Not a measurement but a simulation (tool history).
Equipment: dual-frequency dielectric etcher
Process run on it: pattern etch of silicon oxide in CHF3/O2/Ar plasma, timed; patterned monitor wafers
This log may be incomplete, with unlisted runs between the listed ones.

run	hour	source power (kW)	bias power (kW)	etch time (s)	mean etch depth across the wafer (Å)
1	0.0	0.670	0.225	364	9098.2
2	2.4	0.670	0.225	364	8970.4
3	4.3	0.580	0.225	364	8432.4
4	5.5	0.670	0.232	364	9112.5
5	12.4	0.670	0.232	364	9036.9
6	17.7	0.670	0.232	336	8472.8
7	24.1	0.740	0.244	340	9038.5
8	30.7	0.790	0.255	345	9576.9
9	31.9	0.790	0.255	345	9603.6

Estimate the outcome of run 10 from the log above:
10	34.1	0.830	0.260	346	?

{"run 10": {"mean etch depth across the wafer (Å)": 9836.3}}
